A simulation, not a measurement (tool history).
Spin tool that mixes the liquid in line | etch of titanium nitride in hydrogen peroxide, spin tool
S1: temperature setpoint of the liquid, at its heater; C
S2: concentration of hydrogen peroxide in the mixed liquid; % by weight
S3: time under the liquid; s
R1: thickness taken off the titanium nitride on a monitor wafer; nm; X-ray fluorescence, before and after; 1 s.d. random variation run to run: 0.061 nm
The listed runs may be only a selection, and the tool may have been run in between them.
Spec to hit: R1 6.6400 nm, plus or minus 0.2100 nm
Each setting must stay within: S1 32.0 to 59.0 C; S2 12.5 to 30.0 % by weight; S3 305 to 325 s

run  hour    S1    S2   S3       R1
  1   0.0  43.0  24.5  305  11.7970
  2   2.4  41.0  24.5  305  10.2740
  3   4.7  45.5  24.5  305  14.3630
  4   6.8  49.5  24.5  305  18.9910
  5  15.3  49.5  22.5  305  19.0940
  6  18.0  46.0  22.5  305  14.5740
  7  19.5  38.0  22.0  305   7.8784
  8  24.7  37.5  22.0  305   7.5503
  9  28.8  37.0  22.0  305   7.4008
 10  32.1  36.5  22.0  305   7.0951

Exactly one of the 5 candidate moves below puts every result within its allowed miss. Which one?
  A  35.4  35.5  23.5  305   ?
  B  35.4  37.0  19.0  305   ?
  C  35.4  36.5  25.0  320   ?
  D  35.4  38.0  25.0  305   ?
  E  35.4  37.5  18.5  325   ?

move      R1
   A  6.6550
   B  7.1551
   C  7.6581
   D  8.2087
   E  7.8837
A: every result lands within tolerance
B: lands further from the targets than the last run did
C: lands further from the targets than the last run did
D: lands further from the targets than the last run did
E: lands further from the targets than the last run did
Answer: A
